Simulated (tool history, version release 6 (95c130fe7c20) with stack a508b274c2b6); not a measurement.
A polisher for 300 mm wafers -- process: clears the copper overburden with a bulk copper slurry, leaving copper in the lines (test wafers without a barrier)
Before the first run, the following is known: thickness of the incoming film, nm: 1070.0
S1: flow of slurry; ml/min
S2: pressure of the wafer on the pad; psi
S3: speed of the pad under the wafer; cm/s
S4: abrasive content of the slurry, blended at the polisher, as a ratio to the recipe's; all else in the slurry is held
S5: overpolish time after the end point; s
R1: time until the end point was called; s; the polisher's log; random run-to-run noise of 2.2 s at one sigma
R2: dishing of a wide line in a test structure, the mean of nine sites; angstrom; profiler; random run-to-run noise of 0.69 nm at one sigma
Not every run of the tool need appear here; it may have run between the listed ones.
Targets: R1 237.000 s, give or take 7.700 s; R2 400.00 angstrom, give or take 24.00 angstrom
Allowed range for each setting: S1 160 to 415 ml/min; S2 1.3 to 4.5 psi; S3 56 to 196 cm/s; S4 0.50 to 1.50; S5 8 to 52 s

| run | hour | S1 | S2 | S3 | S4 | S5 | R1 | R2 |
|---|---|---|---|---|---|---|---|---|
| 1 | 0.0 | 265 | 2.9 | 126 | 1.00 | 26 | 108.660 | 477.01 |
| 2 | 8.1 | 265 | 3.4 | 126 | 1.00 | 26 | 94.197 | 494.32 |
| 3 | 10.8 | 265 | 3.1 | 122 | 1.00 | 24 | 106.060 | 473.10 |
| 4 | 15.1 | 265 | 2.9 | 118 | 1.00 | 24 | 117.370 | 459.95 |
| 5 | 15.9 | 265 | 2.4 | 118 | 1.00 | 24 | 138.140 | 454.18 |
| 6 | 18.9 | 265 | 2.4 | 142 | 1.00 | 24 | 117.960 | 461.67 |
| 7 | 23.6 | 255 | 1.6 | 106 | 0.95 | 11 | 229.980 | 271.57 |
| 8 | 25.8 | 255 | 1.6 | 104 | 0.95 | 14 | 232.890 | 300.40 |
| 9 | 30.9 | 255 | 1.6 | 104 | 0.95 | 16 | 230.990 | 323.47 |
| 10 | 37.5 | 255 | 1.6 | 104 | 0.95 | 16 | 230.770 | 331.30 |
| 11 | 39.4 | 255 | 1.6 | 104 | 0.95 | 17 | 232.350 | 335.33 |
| 12 | 40.8 | 255 | 1.6 | 104 | 0.95 | 18 | 229.610 | 336.93 |
| 13 | 44.9 | 255 | 1.6 | 104 | 0.95 | 19 | 226.590 | 340.51 |
| 14 | 48.7 | 255 | 1.6 | 104 | 0.95 | 20 | 231.420 | 371.23 |

Exactly one of the 5 candidate moves below puts every result within its allowed miss. Which one?
| A | 52.5 | 290 | 1.8 | 90 | 1.00 | 14 | ? | ? |
| B | 52.5 | 250 | 1.9 | 80 | 1.05 | 18 | ? | ? |
| C | 52.5 | 205 | 1.6 | 100 | 1.00 | 37 | ? | ? |
| D | 52.5 | 270 | 1.4 | 114 | 1.15 | 16 | ? | ? |
| E | 52.5 | 235 | 1.9 | 80 | 1.05 | 18 | ? | ? |

| move | R1 | R2 |
|---|---|---|
| A | 223.180 | 308.82 |
| B | 232.330 | 342.10 |
| C | 237.720 | 401.72 |
| D | 226.370 | 316.56 |
| E | 233.800 | 341.20 |
A: the biggest miss grows against the last run
B: the biggest miss grows against the last run
C: in spec on every target
D: the biggest miss grows against the last run
E: the biggest miss grows against the last run
Move C is the one to make.
